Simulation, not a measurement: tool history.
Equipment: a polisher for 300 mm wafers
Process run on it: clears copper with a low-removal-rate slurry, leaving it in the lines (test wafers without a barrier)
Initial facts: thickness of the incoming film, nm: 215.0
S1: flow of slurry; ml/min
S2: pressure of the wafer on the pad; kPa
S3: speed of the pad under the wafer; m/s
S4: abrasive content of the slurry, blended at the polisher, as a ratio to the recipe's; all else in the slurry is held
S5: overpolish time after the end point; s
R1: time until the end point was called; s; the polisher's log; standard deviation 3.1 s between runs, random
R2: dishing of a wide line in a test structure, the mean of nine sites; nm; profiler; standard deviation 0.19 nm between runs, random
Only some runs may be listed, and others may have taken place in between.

{"run": 1, "hour": 0.0, "S1": 135, "S2": 13.8, "S3": 0.92, "S4": 1.0, "S5": 10, "R1": 111.2, "R2": 14.589}
{"run": 2, "hour": 2.8, "S1": 135, "S2": 13.8, "S3": 0.92, "S4": 1.0, "S5": 7, "R1": 109.56, "R2": 10.265}
{"run": 3, "hour": 7.1, "S1": 135, "S2": 13.8, "S3": 0.92, "S4": 1.0, "S5": 5, "R1": 108.68, "R2": 7.6597}
{"run": 4, "hour": 8.1, "S1": 135, "S2": 15.9, "S3": 0.92, "S4": 1.0, "S5": 5, "R1": 95.827, "R2": 8.9025}
{"run": 5, "hour": 9.5, "S1": 110, "S2": 15.9, "S3": 0.92, "S4": 1.0, "S5": 5, "R1": 100.98, "R2": 8.0389}
{"hour": 13.0, "done": "head pressure recalibrated"}
{"run": 6, "hour": 13.0, "S1": 105, "S2": 14.5, "S3": 0.92, "S4": 1.0, "S5": 6, "R1": 101.96, "R2": 10.191}
{"run": 7, "hour": 19.3, "S1": 105, "S2": 14.5, "S3": 0.92, "S4": 1.0, "S5": 6, "R1": 96.137, "R2": 9.9983}

Estimate the outcome of run 8 from the log above:
{"run": 8, "hour": 23.0, "S1": 115, "S2": 13.1, "S3": 0.9, "S4": 1.0, "S5": 7, "R1": "?", "R2": "?"}

{"run 8": {"R1": 110.32, "R2": 10.097}}

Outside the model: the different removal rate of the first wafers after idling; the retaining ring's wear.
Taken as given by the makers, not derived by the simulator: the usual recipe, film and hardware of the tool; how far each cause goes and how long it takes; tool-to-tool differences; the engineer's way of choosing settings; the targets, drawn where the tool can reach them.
